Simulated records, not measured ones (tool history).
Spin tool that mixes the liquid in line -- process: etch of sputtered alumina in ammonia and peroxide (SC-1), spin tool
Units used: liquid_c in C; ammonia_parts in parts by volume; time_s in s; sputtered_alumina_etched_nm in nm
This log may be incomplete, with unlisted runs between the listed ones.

{"run": 1, "day": 0.0, "liquid_c": 53, "ammonia_parts": 1, "time_s": 225, "sputtered_alumina_etched_nm": 19.032}
{"run": 2, "day": 0.208, "liquid_c": 53.5, "ammonia_parts": 1, "time_s": 225, "sputtered_alumina_etched_nm": 19.764}
{"run": 3, "day": 0.242, "liquid_c": 53.5, "ammonia_parts": 1, "time_s": 225, "sputtered_alumina_etched_nm": 19.685}
{"run": 4, "day": 0.467, "liquid_c": 54, "ammonia_parts": 1, "time_s": 225, "sputtered_alumina_etched_nm": 20.012}
{"run": 5, "day": 0.554, "liquid_c": 54, "ammonia_parts": 1, "time_s": 225, "sputtered_alumina_etched_nm": 20.201}
{"run": 6, "day": 0.662, "liquid_c": 60, "ammonia_parts": 1, "time_s": 225, "sputtered_alumina_etched_nm": 27.56}
{"run": 7, "day": 0.692, "liquid_c": 59.5, "ammonia_parts": 1, "time_s": 225, "sputtered_alumina_etched_nm": 26.636}
{"run": 8, "day": 0.954, "liquid_c": 59, "ammonia_parts": 1, "time_s": 225, "sputtered_alumina_etched_nm": 25.855}
{"run": 9, "day": 1.196, "liquid_c": 58.5, "ammonia_parts": 1, "time_s": 225, "sputtered_alumina_etched_nm": 25.735}

Run 10 has not been measured yet. What should we expect?
{"run": 10, "day": 1.238, "liquid_c": 58, "ammonia_parts": 1, "time_s": 225, "sputtered_alumina_etched_nm": "?"}

Run 10 measured sputtered_alumina_etched_nm 24.801 nm.

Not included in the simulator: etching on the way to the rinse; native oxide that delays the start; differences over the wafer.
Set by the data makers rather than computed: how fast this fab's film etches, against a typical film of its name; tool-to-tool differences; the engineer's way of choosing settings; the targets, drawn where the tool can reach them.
